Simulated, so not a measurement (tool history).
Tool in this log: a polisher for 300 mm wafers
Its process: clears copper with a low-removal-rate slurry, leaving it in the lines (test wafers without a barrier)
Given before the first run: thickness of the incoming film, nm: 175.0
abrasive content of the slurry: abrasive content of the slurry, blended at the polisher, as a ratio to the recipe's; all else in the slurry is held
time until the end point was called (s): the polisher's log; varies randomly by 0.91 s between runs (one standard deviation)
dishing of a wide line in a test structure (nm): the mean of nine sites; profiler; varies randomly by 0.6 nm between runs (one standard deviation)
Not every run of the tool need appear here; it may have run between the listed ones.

run  hour  flow of slurry (ml/min)  pressure of the wafer on the pad (kPa)  speed of the pad under the wafer (cm/s)  abrasive content of the slurry  overpolish time after the end point (s)  time until the end point was called (s)  dishing of a wide line in a test structure (nm)
  1     0                      215                                    15.2                                       86                               1                                       24                                   104.28                                           20.472
  2   3.9                      215                                    15.2                                       86                               1                                       18                                   103.31                                           16.503
  3   4.9                      215                                    15.9                                       86                               1                                       20                                    101.4                                           18.823
  4   6.4                      215                                    16.5                                       86                               1                                       21                                   94.902                                           19.992
  5  14.7                      215                                    17.2                                       86                               1                                       22                                   92.725                                           19.636
  6  21.7                      215                                    17.9                                       86                               1                                       24                                   87.382                                           21.155
  7  26.7                      215                                    17.9                                       86                               1                                       26                                   90.217                                           23.337
  8  31.7                      215                                    18.6                                       86                               1                                       27                                    86.36                                           23.383
  9  38.2                      215                                    18.6                                       86                               1                                       28                                   86.261                                           24.738

Estimate the outcome of run 10 from the log above:
 10  39.3                      215                                    18.6                                       86                               1                                       28                                        ?                                                ?

time until the end point was called (s): 85.043
dishing of a wide line in a test structure (nm): 23.978
